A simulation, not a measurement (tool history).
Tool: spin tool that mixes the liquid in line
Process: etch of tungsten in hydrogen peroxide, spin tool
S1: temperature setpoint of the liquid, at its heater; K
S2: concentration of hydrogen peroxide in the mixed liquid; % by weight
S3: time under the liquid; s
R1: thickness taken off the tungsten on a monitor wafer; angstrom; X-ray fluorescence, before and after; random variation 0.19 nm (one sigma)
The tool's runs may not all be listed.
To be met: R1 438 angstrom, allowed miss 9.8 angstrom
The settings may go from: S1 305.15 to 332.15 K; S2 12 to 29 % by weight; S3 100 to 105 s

| run | hour | S1 | S2 | S3 | R1 |
|---|---|---|---|---|---|
| 1 | 0 | 316.15 | 19.5 | 100 | 802.8 |
| 2 | 3.6 | 316.15 | 16 | 100 | 728.8 |
| 3 | 6.4 | 316.15 | 14 | 100 | 681.28 |
| 4 | 13.4 | 315.15 | 14 | 100 | 638.25 |
| 5 | 15.7 | 315.15 | 12 | 100 | 587.1 |
| 6 | 22 | 308.65 | 12 | 100 | 386.62 |
| 7 | 24.4 | 309.15 | 12 | 100 | 399.07 |
| 8 | 25.6 | 310.15 | 12 | 100 | 426.01 |

4 next moves are on the table. One of them brings every result within its allowed miss. Which?
| A | 26.8 | 309.15 | 14.5 | 100 | ? |
| B | 26.8 | 309.15 | 15 | 105 | ? |
| C | 26.8 | 310.15 | 13 | 105 | ? |
| D | 26.8 | 310.15 | 14 | 100 | ? |

| move | R1 |
|---|---|
| A | 435.53 |
| B | 465.13 |
| C | 462.81 |
| D | 457.41 |
A: meets every target
B: takes the result that was furthest off past its target
C: takes the result that was furthest off past its target
D: takes the result that was furthest off past its target
Answer: A
